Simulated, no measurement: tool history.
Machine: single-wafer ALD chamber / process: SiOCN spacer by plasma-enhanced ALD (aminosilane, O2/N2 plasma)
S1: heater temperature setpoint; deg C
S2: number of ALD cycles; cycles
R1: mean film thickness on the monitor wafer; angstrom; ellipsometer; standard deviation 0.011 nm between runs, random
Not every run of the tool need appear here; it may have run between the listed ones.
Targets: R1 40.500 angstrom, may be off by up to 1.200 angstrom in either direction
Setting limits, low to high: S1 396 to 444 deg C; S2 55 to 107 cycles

{"run": 1, "day": 0.0, "S1": 420, "S2": 81, "R1": 46.19}
{"run": 2, "day": 0.05, "S1": 416, "S2": 81, "R1": 46.647}
{"run": 3, "day": 0.208, "S1": 416, "S2": 85, "R1": 49.103}
{"run": 4, "day": 0.271, "S1": 423, "S2": 85, "R1": 47.883}
{"run": 5, "day": 0.621, "S1": 431, "S2": 85, "R1": 46.787}
{"run": 6, "day": 0.704, "S1": 431, "S2": 95, "R1": 52.224}
{"run": 7, "day": 1.046, "S1": 431, "S2": 95, "R1": 51.968}
{"run": 8, "day": 1.196, "S1": 432, "S2": 92, "R1": 50.363}
{"run": 9, "day": 1.392, "S1": 433, "S2": 89, "R1": 48.541}

Below are 4 possible settings for the next run. Only one of them brings all results inside the allowed miss of their targets. Which is it?
{"run": "A", "day": 1.588, "S1": 425, "S2": 105, "R1": "?"}
{"run": "B", "day": 1.588, "S1": 439, "S2": 76, "R1": "?"}
{"run": "C", "day": 1.588, "S1": 430, "S2": 78, "R1": "?"}
{"run": "D", "day": 1.588, "S1": 438, "S2": 80, "R1": "?"}

move=A R1=58.874
move=B R1=40.664
move=C R1=43.020
move=D R1=42.951
A: lands further from the targets than the last run did
B: all results in spec
C: better than the last run, though not everything is in spec
D: better than the last run, though not everything is in spec
Go with B: it meets all targets.
